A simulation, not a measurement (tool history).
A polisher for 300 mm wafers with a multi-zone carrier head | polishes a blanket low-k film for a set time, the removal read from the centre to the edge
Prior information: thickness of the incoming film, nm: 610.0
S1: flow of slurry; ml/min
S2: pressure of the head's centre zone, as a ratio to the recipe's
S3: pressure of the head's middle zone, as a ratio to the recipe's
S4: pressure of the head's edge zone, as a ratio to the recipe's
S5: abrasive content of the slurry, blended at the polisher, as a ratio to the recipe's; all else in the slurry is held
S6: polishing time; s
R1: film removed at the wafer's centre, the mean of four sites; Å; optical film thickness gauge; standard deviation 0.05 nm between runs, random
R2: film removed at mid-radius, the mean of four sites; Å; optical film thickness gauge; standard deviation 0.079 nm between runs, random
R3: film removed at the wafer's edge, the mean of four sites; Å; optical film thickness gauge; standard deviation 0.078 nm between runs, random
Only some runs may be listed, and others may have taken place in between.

run	hour	S1	S2	S3	S4	S5	S6	R1	R2	R3
1	0.0	130	1.00	1.00	1.00	1.00	30	120.63	120.06	120.78
2	6.4	130	1.00	1.00	0.92	1.00	30	119.27	120.47	115.00
3	10.6	130	1.00	0.94	0.92	1.00	30	119.87	115.08	112.87
4	18.6	130	1.00	0.94	0.92	1.15	30	127.56	123.90	121.46
5	20.9	130	1.00	0.94	0.92	1.35	30	134.73	126.70	128.45
# hour 21.7: worn pad replaced by a new one
6	21.7	110	1.00	0.94	0.92	1.35	30	141.41	135.57	138.04
7	23.3	110	1.00	0.94	0.92	1.35	30	142.37	138.46	134.42

The next listed run, before its measurement:
8	27.3	130	0.96	0.91	0.91	1.10	29	?	?	?

{"run 8": {"R1": 126.17, "R2": 123.39, "R3": 124.07}}
